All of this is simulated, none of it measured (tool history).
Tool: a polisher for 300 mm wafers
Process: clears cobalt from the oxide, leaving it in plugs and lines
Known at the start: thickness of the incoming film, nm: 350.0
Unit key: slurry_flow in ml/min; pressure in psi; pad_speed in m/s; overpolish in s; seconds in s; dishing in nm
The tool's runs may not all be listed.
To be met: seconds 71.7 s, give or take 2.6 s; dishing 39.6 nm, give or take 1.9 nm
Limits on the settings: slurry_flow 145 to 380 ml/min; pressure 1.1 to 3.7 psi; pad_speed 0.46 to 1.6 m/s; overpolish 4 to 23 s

{"run": 1, "hour": 0.0, "slurry_flow": 245, "pressure": 2.4, "pad_speed": 1.02, "overpolish": 12, "seconds": 47.807, "dishing": 54.325}
{"run": 2, "hour": 1.0, "slurry_flow": 245, "pressure": 2.2, "pad_speed": 1.02, "overpolish": 12, "seconds": 50.441, "dishing": 54.367}
{"run": 3, "hour": 5.8, "slurry_flow": 245, "pressure": 2, "pad_speed": 1, "overpolish": 11, "seconds": 53.979, "dishing": 49.191}
{"run": 4, "hour": 8.8, "slurry_flow": 245, "pressure": 1.8, "pad_speed": 1, "overpolish": 11, "seconds": 57.127, "dishing": 46.282}
{"run": 5, "hour": 13.7, "slurry_flow": 245, "pressure": 1.6, "pad_speed": 1, "overpolish": 11, "seconds": 61.31, "dishing": 44.069}
{"run": 6, "hour": 21.9, "slurry_flow": 245, "pressure": 1.6, "pad_speed": 1.18, "overpolish": 11, "seconds": 53.099, "dishing": 48.885}
{"run": 7, "hour": 26.6, "slurry_flow": 245, "pressure": 1.5, "pad_speed": 1.14, "overpolish": 11, "seconds": 55.903, "dishing": 46.586}
{"run": 8, "hour": 28.4, "slurry_flow": 245, "pressure": 1.4, "pad_speed": 1.1, "overpolish": 11, "seconds": 59.041, "dishing": 46.428}
{"run": 9, "hour": 32.0, "slurry_flow": 245, "pressure": 1.3, "pad_speed": 1.06, "overpolish": 11, "seconds": 64.258, "dishing": 43.481}
{"hour": 38.7, "done": "worn pad replaced by a new one"}
{"run": 10, "hour": 38.7, "slurry_flow": 245, "pressure": 1.2, "pad_speed": 1.04, "overpolish": 11, "seconds": 62.2, "dishing": 42.82}
{"run": 11, "hour": 40.2, "slurry_flow": 235, "pressure": 1.1, "pad_speed": 0.86, "overpolish": 11, "seconds": 76.956, "dishing": 37.501}
{"run": 12, "hour": 44.1, "slurry_flow": 235, "pressure": 1.1, "pad_speed": 0.86, "overpolish": 11, "seconds": 76.207, "dishing": 37.066}

Which of these 4 next moves meets every target?
{"run": "A", "hour": 48.0, "slurry_flow": 275, "pressure": 1.4, "pad_speed": 0.7, "overpolish": 10, "seconds": "?", "dishing": "?"}
{"run": "B", "hour": 48.0, "slurry_flow": 150, "pressure": 1.3, "pad_speed": 1.04, "overpolish": 10, "seconds": "?", "dishing": "?"}
{"run": "C", "hour": 48.0, "slurry_flow": 270, "pressure": 2, "pad_speed": 0.74, "overpolish": 10, "seconds": "?", "dishing": "?"}
{"run": "D", "hour": 48.0, "slurry_flow": 170, "pressure": 1.2, "pad_speed": 0.94, "overpolish": 11, "seconds": "?", "dishing": "?"}

move=A seconds=79.151 dishing=33.567
move=B seconds=65.147 dishing=38.77
move=C seconds=63.309 dishing=39.588
move=D seconds=71.639 dishing=38.802
A: its largest miss is bigger than the last run's
B: pushes the last run's worst result past its target
C: pushes the last run's worst result past its target
D: every result lands within tolerance
Correct choice: D, which meets every target
